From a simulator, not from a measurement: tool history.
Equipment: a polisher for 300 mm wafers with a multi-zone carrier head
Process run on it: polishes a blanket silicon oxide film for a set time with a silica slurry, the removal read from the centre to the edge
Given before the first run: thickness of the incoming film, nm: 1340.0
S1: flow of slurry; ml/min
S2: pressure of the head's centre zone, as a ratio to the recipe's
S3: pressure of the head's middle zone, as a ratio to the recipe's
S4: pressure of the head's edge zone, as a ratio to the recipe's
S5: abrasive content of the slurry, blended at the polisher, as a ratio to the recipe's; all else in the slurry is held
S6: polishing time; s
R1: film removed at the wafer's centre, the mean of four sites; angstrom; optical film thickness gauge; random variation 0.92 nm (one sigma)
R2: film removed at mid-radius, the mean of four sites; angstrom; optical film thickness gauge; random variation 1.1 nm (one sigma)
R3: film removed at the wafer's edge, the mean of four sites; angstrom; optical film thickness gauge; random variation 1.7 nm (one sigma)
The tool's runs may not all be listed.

run 1 hour=0 | S1=155 S2=1 S3=1 S4=1 S5=1 S6=42 | R1=1176.7 R2=1186.2 R3=1172
run 2 hour=8.9 | S1=125 S2=1 S3=1 S4=1 S5=1 S6=42 | R1=1127.2 R2=1126.1 R3=1118.1
run 3 hour=14.4 | S1=140 S2=1 S3=1 S4=1 S5=1 S6=42 | R1=1140.7 R2=1164.1 R3=1135.8
run 4 hour=17.1 | S1=160 S2=0.98 S3=1.03 S4=1 S5=1 S6=42 | R1=1156.9 R2=1216.8 R3=1195.3
run 5 hour=19.6 | S1=170 S2=0.96 S3=1.07 S4=0.96 S5=1 S6=42 | R1=1160.1 R2=1281.5 R3=1154.1
run 6 hour=23.2 | S1=180 S2=0.94 S3=1.09 S4=0.97 S5=1 S6=42 | R1=1181.5 R2=1301 R3=1160.4
run 7 hour=30.6 | S1=175 S2=0.9 S3=1.12 S4=0.99 S5=1.05 S6=42 | R1=1153.9 R2=1365 R3=1185.9
run 8 hour=33.3 | S1=180 S2=0.89 S3=1.13 S4=1.01 S5=1.05 S6=42 | R1=1138.5 R2=1379.7 R3=1222.8

What will run 9 give?
run 9 hour=39.4 | S1=180 S2=0.89 S3=1.13 S4=1.01 S5=1.05 S6=42 | R1=? R2=? R3=?

Run 9 came out at R1 1121.3 angstrom, R2 1358.1 angstrom, R3 1216.7 angstrom.

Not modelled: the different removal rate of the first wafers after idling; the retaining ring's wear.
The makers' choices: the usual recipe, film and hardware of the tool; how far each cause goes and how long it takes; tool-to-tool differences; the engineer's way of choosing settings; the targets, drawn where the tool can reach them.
